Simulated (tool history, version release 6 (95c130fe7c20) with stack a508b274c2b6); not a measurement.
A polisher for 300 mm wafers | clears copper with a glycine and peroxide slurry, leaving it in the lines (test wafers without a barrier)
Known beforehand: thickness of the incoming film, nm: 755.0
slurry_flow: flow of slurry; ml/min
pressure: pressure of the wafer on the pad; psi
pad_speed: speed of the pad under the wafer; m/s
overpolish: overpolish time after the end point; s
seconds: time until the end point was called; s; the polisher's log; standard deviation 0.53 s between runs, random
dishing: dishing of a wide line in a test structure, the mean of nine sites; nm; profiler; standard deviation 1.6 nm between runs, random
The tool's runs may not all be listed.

run  hour  slurry_flow  pressure  pad_speed  overpolish  seconds  dishing
  1     0          305       3.5          1           9   119.07   36.163
  2   7.3          305       3.5          1           7   120.52   29.181
  3  12.6          305       3.8       1.04           8   107.16   34.796
  4  19.9          305       3.4       1.04           8   117.72   32.504
  5  22.4          305       3.7       1.06           8   108.44    34.79
  6  29.7          305         4       1.08           8   99.815   37.402

Run 7 comes next. What will it give?
  7  35.3          305       4.2        1.1           8        ?        ?

Run 7 gave seconds 93.046 s, dishing 40.488 nm.

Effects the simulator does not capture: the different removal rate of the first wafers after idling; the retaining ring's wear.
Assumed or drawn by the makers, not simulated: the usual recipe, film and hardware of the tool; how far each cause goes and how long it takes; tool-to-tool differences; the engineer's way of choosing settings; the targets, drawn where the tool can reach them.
